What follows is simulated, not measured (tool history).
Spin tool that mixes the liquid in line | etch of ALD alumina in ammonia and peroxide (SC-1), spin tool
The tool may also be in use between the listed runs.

run,hour,temperature setpoint of the liquid (K),parts of 29 % ammonia solution to one part of 30 % peroxide (parts by volume),time under the liquid (s),thickness taken off the ALD alumina on a monitor wafer (nm)
1,0.0,331.15,0.4,315,25.578
2,5.0,331.15,0.4,335,27.336
3,6.7,331.15,0.4,315,25.375
4,15.0,331.15,0.4,335,26.700
5,20.6,328.65,0.4,335,23.776
6,22.6,326.65,0.4,335,21.327
7,26.1,325.15,0.4,335,19.745
8,29.6,324.15,0.4,335,18.807

Predict the results of run 9:
9,38.5,323.15,0.4,335,?

Run 9 measured thickness taken off the ALD alumina on a monitor wafer (nm) 17.543.
